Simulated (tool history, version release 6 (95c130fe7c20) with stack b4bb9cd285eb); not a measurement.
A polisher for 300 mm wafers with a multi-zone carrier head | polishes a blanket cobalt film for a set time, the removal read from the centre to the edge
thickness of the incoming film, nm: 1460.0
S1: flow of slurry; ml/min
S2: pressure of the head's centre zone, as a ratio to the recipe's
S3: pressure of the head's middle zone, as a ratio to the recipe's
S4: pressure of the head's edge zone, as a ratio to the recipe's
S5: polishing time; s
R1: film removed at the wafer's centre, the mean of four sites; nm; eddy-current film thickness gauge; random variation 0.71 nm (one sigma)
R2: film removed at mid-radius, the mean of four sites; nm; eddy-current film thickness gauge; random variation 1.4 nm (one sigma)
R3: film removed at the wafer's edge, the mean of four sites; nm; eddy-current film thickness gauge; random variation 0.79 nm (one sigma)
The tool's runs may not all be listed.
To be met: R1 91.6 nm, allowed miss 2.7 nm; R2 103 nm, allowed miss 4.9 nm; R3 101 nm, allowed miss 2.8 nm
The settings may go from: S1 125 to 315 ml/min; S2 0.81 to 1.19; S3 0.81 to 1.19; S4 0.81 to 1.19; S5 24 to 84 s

run    day   S1    S2    S3    S4  S5      R1      R2      R3
  1      0  205     1     1     1  54  169.09  164.39     171
  2  0.271  205     1     1  1.03  54  165.16  163.39  170.52
  3  0.567  205     1  0.97  1.03  54  167.04   158.8  174.95
  4  0.696  195  0.97  0.98     1  49  145.17  145.74  154.17
  5  0.762  190  0.95  0.98  0.97  45  131.72  134.53  139.58
  6  1.054  190  0.95  0.98   0.9  45  131.58  135.52  133.91
  7  1.158  185  0.93  0.97  0.89  42  118.01  125.03  125.12
  8  1.454  180  0.92  0.97  0.88  40  112.73  112.16  118.92
  9  1.575  175   0.9  0.99  0.86  39  107.23  111.46  115.47
 10  1.896  165  0.86  1.04  0.81  32  82.696  96.315  90.563
 11      2  165  0.86  1.04  0.81  32  82.834  94.156  90.729

5 next moves are on the table. One of them brings every result within its allowed miss. Which?
  A  2.104  145  0.81  0.82  0.98  33   ?   ?   ?
  B  2.104  150  0.81  0.93  0.85  38   ?   ?   ?
  C  2.104  245  0.84  1.05  0.97  32   ?   ?   ?
  D  2.104  150  0.81  1.06  0.83  33   ?   ?   ?
  E  2.104  155  0.86     1  0.82  36   ?   ?   ?

move      R1      R2      R3
   A  79.099  80.755  97.447
   B  91.962     104   106.9
   C  87.792  105.48  100.37
   D  79.935  100.85  91.901
   E  92.481  105.46  100.44
A: further off than the last run
B: takes the result that was furthest off past its target
C: brings the result that was furthest off to its target, and leaves another outside
D: further off than the last run
E: meets every target
The right move is E.

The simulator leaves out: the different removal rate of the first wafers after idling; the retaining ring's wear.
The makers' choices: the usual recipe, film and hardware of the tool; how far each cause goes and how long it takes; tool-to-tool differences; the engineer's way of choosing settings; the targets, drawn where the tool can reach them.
